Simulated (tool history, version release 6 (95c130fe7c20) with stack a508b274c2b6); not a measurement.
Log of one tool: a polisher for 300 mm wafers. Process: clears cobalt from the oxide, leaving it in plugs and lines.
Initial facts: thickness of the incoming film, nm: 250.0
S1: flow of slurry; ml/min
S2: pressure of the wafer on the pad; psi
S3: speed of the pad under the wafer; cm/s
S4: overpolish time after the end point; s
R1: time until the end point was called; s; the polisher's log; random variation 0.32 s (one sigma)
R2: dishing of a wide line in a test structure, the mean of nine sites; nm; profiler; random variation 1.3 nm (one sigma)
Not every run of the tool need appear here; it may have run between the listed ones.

run 1 hour=0.0 | S1=255 S2=2.4 S3=124 S4=27 | R1=26.741 R2=61.796
run 2 hour=1.4 | S1=255 S2=2.5 S3=124 S4=27 | R1=25.655 R2=61.334
run 3 hour=6.9 | S1=255 S2=2.5 S3=124 S4=21 | R1=26.371 R2=58.518
run 4 hour=14.2 | S1=255 S2=2.5 S3=124 S4=14 | R1=25.768 R2=53.878
run 5 hour=19.1 | S1=255 S2=2.6 S3=124 S4=16 | R1=25.319 R2=56.185
run 6 hour=22.2 | S1=255 S2=2.6 S3=94 S4=16 | R1=31.658 R2=52.369

What does the tool deliver on the next run?
run 7 hour=29.8 | S1=255 S2=2.8 S3=96 S4=19 | R1=? R2=?

{"run 7": {"R1": 30.025, "R2": 57.36}}
